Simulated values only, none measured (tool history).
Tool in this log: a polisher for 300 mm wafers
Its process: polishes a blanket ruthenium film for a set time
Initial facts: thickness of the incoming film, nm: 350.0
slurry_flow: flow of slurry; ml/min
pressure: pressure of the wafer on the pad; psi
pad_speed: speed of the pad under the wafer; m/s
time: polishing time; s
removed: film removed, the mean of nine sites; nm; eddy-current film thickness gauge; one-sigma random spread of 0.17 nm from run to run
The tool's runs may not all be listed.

| run | day | slurry_flow | pressure | pad_speed | time | removed |
|---|---|---|---|---|---|---|
| 1 | 0.000 | 300 | 2.1 | 1.12 | 18 | 28.624 |
| 2 | 0.246 | 300 | 2.1 | 1.26 | 18 | 31.157 |
| 3 | 0.571 | 300 | 1.9 | 1.22 | 18 | 28.906 |
| 4 | 0.596 | 300 | 1.7 | 1.22 | 18 | 26.326 |
| 5 | 0.754 | 300 | 1.6 | 1.18 | 18 | 24.535 |
| 6 | 1.046 | 300 | 1.5 | 1.14 | 18 | 22.807 |
| 7 | 1.246 | 300 | 1.0 | 0.90 | 18 | 13.778 |

Run 8 comes next. What will it give?
| 8 | 1.588 | 300 | 1.1 | 0.90 | 18 | ? |

Run 8 produced removed 14.558 nm.
